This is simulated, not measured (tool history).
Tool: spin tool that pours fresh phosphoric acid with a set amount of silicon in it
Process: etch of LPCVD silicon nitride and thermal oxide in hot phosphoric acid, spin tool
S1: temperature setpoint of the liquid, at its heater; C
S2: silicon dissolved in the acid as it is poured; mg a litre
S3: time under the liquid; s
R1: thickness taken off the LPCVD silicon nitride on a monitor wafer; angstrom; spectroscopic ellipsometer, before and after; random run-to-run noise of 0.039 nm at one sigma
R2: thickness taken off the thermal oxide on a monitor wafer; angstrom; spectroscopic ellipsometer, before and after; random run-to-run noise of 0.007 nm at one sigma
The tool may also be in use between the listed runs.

run,hour,S1,S2,S3,R1,R2
1,0,164,9.5,180,182.58,5.5518
2,4.5,164,12.5,180,183.19,5.3525
3,5.7,163,10.5,155,150.69,4.5169
4,6.5,165,10.5,155,161.18,5.2646
5,8.9,166.5,10.5,155,171.89,5.6545
6,15.8,168,10.5,155,179.4,6.2237
7,24.6,166.5,9.5,130,143.8,5.2908
8,33.5,165.5,10.5,110,116.6,3.7301
9,36.7,164.5,9.5,95,97.871,3.074
10,41.1,164,8,85,86.32,2.7703
11,49,163.5,7,80,79.606,2.5868
12,50.6,163,6,80,77.45,2.6226
13,56.7,162.5,5.5,75,73.098,2.0807
14,63.2,162.5,4.5,70,67.038,2.1355
15,69.5,162,4,70,66.44,2.2031
16,72,162,4,70,65.191,2.1271
17,74.2,159.5,2,45,39.647,1.1648
18,77.5,160,2.5,45,39.944,1.2135
19,85.9,160,2.5,45,39.765,1.2453
20,88.2,160.5,3,45,40.494,1.2782

Expected results for the next run?
21,96.5,161,3.5,45,?,?

{"run 21": {"R1": 41.31, "R2": 1.268}}
